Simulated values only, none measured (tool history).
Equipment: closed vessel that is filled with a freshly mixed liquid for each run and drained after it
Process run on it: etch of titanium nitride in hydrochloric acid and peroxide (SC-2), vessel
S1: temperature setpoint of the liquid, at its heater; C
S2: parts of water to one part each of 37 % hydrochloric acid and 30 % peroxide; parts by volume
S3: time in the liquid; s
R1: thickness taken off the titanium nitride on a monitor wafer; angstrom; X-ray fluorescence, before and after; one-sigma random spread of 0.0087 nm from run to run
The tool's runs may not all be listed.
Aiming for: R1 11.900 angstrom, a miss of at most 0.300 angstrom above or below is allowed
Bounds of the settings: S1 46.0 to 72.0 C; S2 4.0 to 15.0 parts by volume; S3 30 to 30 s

run,day,S1,S2,S3,R1
1,0.000,62.0,8.5,30,18.389
2,0.304,57.5,8.5,30,13.883
3,0.546,57.5,8.5,30,13.969
4,0.825,57.0,8.5,30,13.396
5,0.967,57.0,8.5,30,13.485
6,1.121,56.5,8.5,30,12.946
7,1.354,56.0,8.5,30,12.609
8,1.542,55.5,8.5,30,12.280

Which one of the following 5 next-run settings gets every result inside its allowed miss? There is exactly one.
A,1.729,55.5,9.5,30,?
B,1.729,60.0,12.5,30,?
C,1.729,54.5,7.5,30,?
D,1.729,52.0,6.0,30,?
E,1.729,57.5,9.5,30,?

move,R1
A,11.281
B,11.912
C,12.801
D,12.910
E,12.824
A: takes the result that was furthest off past its target
B: all results in spec
C: lands further from the targets than the last run did
D: lands further from the targets than the last run did
E: lands further from the targets than the last run did
Answer: B

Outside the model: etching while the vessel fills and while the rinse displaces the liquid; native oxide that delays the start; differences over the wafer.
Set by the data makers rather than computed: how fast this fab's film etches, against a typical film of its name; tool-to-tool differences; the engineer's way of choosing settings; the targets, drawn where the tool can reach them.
